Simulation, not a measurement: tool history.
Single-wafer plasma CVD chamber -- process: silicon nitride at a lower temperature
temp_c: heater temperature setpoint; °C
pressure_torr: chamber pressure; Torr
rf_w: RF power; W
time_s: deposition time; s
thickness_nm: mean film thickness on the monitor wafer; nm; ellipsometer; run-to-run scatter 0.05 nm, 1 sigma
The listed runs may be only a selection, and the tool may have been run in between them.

| run | day | temp_c | pressure_torr | rf_w | time_s | thickness_nm |
|---|---|---|---|---|---|---|
| 1 | 0 | 365 | 1.65 | 395 | 16.4 | 21.445 |
| 2 | 0.242 | 365 | 1.65 | 395 | 16.4 | 21.34 |
| 3 | 0.521 | 365 | 1.65 | 355 | 16.4 | 19.775 |
| 4 | 0.812 | 365 | 1.65 | 305 | 16.4 | 17.825 |
| 5 | 0.875 | 365 | 1.65 | 305 | 15.7 | 16.983 |
| 6 | 0.946 | 365 | 1.65 | 335 | 15.7 | 18.197 |
| 7 | 1.05 | 365 | 1.51 | 335 | 15.7 | 17.743 |
| 8 | 1.35 | 365 | 1.42 | 335 | 15.7 | 17.408 |
| 9 | 1.512 | 365 | 1.36 | 335 | 15.7 | 17.165 |

Run 10 has not been measured yet. What should we expect?
| 10 | 1.767 | 365 | 1.33 | 335 | 15.7 | ? |

Run 10 produced thickness_nm 16.959 nm.
